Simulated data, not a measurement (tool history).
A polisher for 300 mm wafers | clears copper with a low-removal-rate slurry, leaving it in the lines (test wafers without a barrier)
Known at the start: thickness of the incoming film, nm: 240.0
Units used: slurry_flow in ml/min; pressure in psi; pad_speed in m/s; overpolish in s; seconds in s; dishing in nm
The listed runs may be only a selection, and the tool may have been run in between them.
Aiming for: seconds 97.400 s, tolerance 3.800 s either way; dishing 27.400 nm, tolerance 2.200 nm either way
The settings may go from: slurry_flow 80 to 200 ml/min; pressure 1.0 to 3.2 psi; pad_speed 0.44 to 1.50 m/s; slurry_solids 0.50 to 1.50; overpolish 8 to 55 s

run,hour,slurry_flow,pressure,pad_speed,slurry_solids,overpolish,seconds,dishing
1,0.0,130,2.1,0.96,1.00,28,97.429,41.445
2,3.9,130,2.1,0.96,1.20,28,94.116,44.494
3,6.0,130,2.1,0.96,1.00,28,97.759,42.612
4,12.7,130,2.1,1.16,1.00,28,82.486,48.522
5,18.3,130,2.1,1.00,1.00,28,93.135,43.630
6,19.0,130,2.1,1.00,0.85,28,98.210,42.742
7,25.0,130,2.1,1.00,0.85,25,97.159,39.373
8,31.0,130,2.1,1.00,0.85,22,98.315,35.463
9,35.1,130,2.1,1.00,0.85,20,99.035,32.202
10,43.9,130,2.1,1.00,0.85,20,99.433,33.239
11,47.3,130,2.1,1.00,0.85,19,98.528,30.243

Which single option among these 5 for the next run brings every result within its allowed miss of target? Just one does.
A,50.7,125,2.1,1.02,0.85,19,?,?
B,50.7,105,1.9,1.28,0.50,17,?,?
C,50.7,85,2.5,0.92,1.20,15,?,?
D,50.7,110,2.1,1.14,0.90,20,?,?
E,50.7,130,2.1,1.02,0.75,21,?,?

move,seconds,dishing
A,95.712,32.274
B,96.641,28.833
C,88.819,28.081
D,87.606,36.525
E,97.332,34.753
A: its largest miss is bigger than the last run's
B: all results land within tolerance of their targets
C: corrects the largest miss of the last run, while another result sits out of spec
D: its largest miss is bigger than the last run's
E: its largest miss is bigger than the last run's
B is the move that brings every result within its allowed miss.

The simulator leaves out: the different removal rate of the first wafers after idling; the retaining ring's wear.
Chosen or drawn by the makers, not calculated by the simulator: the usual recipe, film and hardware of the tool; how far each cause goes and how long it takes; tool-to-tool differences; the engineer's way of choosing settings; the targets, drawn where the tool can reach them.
